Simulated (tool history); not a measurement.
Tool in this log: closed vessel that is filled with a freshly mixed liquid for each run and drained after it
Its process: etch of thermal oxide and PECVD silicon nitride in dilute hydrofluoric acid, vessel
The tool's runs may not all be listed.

| run | hour | temperature setpoint of the liquid (C) | parts of water to one part of 49 % hydrofluoric acid (parts by volume) | time in the liquid (s) | thickness taken off the thermal oxide on a monitor wafer (Å) | thickness taken off the PECVD silicon nitride on a monitor wafer (Å) |
|---|---|---|---|---|---|---|
| 1 | 0 | 24 | 180 | 1010 | 232.08 | 153.67 |
| 2 | 9 | 24 | 180 | 775 | 176.13 | 117.76 |
| 3 | 10.9 | 24.5 | 135 | 745 | 242.95 | 155.95 |
| 4 | 16.1 | 25 | 105 | 715 | 318.72 | 196.65 |
| 5 | 18.5 | 25.5 | 95 | 690 | 347.27 | 216.48 |
| 6 | 23 | 25.5 | 85 | 670 | 388.76 | 231.96 |
| 7 | 26.6 | 26 | 85 | 665 | 384.84 | 242.24 |
| 8 | 32.6 | 25.5 | 60 | 640 | 535.37 | 315.31 |
| 9 | 34.4 | 25.5 | 65 | 640 | 491.92 | 292.85 |
| 10 | 43.5 | 25.5 | 70 | 640 | 452.55 | 275.71 |
| 11 | 48.3 | 24.5 | 80 | 655 | 381.84 | 227.64 |

Expected results for the next run?
| 12 | 50.2 | 25 | 80 | 650 | ? | ? |

Run 12 gave thickness taken off the thermal oxide on a monitor wafer (Å) 398.24, thickness taken off the PECVD silicon nitride on a monitor wafer (Å) 233.04.

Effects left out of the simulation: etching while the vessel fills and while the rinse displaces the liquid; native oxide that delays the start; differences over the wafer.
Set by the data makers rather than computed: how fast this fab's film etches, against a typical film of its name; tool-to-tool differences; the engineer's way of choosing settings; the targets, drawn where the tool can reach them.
